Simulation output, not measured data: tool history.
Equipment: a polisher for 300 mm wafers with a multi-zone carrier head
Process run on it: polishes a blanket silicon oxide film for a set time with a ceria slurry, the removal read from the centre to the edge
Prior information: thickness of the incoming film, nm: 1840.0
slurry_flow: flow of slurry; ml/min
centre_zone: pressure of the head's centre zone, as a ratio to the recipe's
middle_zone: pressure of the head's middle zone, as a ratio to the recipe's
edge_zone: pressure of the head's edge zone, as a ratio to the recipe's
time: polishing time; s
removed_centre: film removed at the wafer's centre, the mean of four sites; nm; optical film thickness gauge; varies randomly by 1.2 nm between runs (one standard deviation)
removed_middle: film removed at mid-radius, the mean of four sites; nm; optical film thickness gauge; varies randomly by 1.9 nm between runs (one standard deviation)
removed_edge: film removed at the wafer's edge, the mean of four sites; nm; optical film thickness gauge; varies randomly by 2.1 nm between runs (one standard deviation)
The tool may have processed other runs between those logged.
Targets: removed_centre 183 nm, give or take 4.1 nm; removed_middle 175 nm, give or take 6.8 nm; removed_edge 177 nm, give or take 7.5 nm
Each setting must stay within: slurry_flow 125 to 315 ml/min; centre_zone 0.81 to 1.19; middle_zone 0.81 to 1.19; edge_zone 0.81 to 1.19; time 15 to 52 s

run	hour	slurry_flow	centre_zone	middle_zone	edge_zone	time	removed_centre	removed_middle	removed_edge
1	0	205	1	1	1	33	127.29	127.34	126.59
2	1.7	205	1	1.03	1	33	127.24	132.9	124.87
3	7.1	205	1	1.03	1	29	111.57	112.65	111.05
4	11.4	215	1.03	1.02	1.05	33	133.51	130.51	129.66
5	11.9	215	1.03	1.02	1.01	33	130.69	130.33	129.09
6	20.7	240	1.06	1.04	1.05	35	147.43	142.85	138.51
7	29.3	235	1.06	1.03	1.08	37	154.23	148.81	145.91
8	35.1	240	1.06	1.02	1.1	39	164.41	153.74	156.59
9	42.2	245	1.06	1.03	1.12	40	170.69	160.05	164.36
10	49.2	255	1.06	1.05	1.14	40	169.52	162.1	166.23
11	55.1	260	1.07	1.06	1.15	40	173.89	166.82	170.29
12	58.6	270	1.08	1.07	1.16	40	172.93	170.27	168.54
13	59.5	270	1.09	1.07	1.17	40	175.31	170.8	171.59

5 candidate next runs follow, results not yet known. Just one meets every target within its allowed miss. Identify it.
A	60.4	290	1.04	1.15	1.19	41	?	?	?
B	60.4	250	1.07	1.03	1.1	43	?	?	?
C	60.4	235	1.01	1.05	1.19	41	?	?	?
D	60.4	260	1.06	1.08	1.19	39	?	?	?
E	60.4	240	1.05	1.06	1.19	42	?	?	?

move	removed_centre	removed_middle	removed_edge
A	173.41	185.28	175.53
B	183.56	174.18	174.81
C	163.72	167.47	172.5
D	165.83	165.13	165.59
E	174.95	173.36	177.05
A: lands further from the targets than the last run did
B: every result lands within tolerance
C: lands further from the targets than the last run did
D: lands further from the targets than the last run did
E: as far off as the last run
The move that meets every target is B.

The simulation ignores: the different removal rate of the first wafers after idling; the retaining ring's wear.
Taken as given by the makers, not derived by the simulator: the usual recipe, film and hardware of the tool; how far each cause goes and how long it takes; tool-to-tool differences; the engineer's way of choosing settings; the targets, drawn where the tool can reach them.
